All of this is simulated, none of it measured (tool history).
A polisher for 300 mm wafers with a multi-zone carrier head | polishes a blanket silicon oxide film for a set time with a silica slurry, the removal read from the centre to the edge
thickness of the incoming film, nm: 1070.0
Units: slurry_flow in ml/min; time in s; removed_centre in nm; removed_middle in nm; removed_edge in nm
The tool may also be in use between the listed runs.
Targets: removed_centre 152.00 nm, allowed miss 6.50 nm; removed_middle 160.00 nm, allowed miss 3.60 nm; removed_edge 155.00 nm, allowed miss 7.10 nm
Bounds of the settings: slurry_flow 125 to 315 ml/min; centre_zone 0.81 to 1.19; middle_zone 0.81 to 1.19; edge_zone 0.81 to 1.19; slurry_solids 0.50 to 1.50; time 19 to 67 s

run	hour	slurry_flow	centre_zone	middle_zone	edge_zone	slurry_solids	time	removed_centre	removed_middle	removed_edge
1	0.0	205	1.00	1.00	1.00	1.00	43	123.40	122.08	126.99
2	4.2	220	1.02	1.05	1.04	1.05	43	129.95	132.19	132.60
3	6.4	230	1.03	1.07	1.07	1.10	43	131.22	135.73	136.18
4	13.2	230	1.03	1.07	1.07	1.10	36	112.84	114.64	113.57
5	21.0	230	1.03	1.07	1.01	1.10	36	111.90	115.17	113.34
6	28.2	230	1.03	1.03	1.01	1.10	36	110.69	111.52	112.03
7	35.5	275	1.08	1.13	1.11	1.35	38	137.78	140.89	133.71
8	43.5	270	1.07	1.13	1.12	1.40	39	143.11	144.47	139.91
9	44.3	270	1.06	1.14	1.13	1.45	40	142.50	151.68	149.42
10	47.7	275	1.07	1.15	1.14	1.45	40	147.94	155.29	147.68
11	56.3	285	1.06	1.14	1.18	1.50	40	150.13	154.53	152.91

Which of these 4 next moves meets every target?
A	64.9	305	1.06	1.14	1.14	1.50	41	?	?	?
B	64.9	275	0.93	1.16	1.19	1.45	44	?	?	?
C	64.9	280	1.14	1.18	1.11	1.45	43	?	?	?
D	64.9	245	1.15	1.10	1.04	1.45	40	?	?	?

move	removed_centre	removed_middle	removed_edge
A	155.15	161.81	156.94
B	142.57	172.49	168.78
C	171.42	171.21	159.29
D	158.28	147.84	142.07
A: meets every target
B: takes the result that was furthest off past its target
C: takes the result that was furthest off past its target
D: further off than the last run
Answer: A
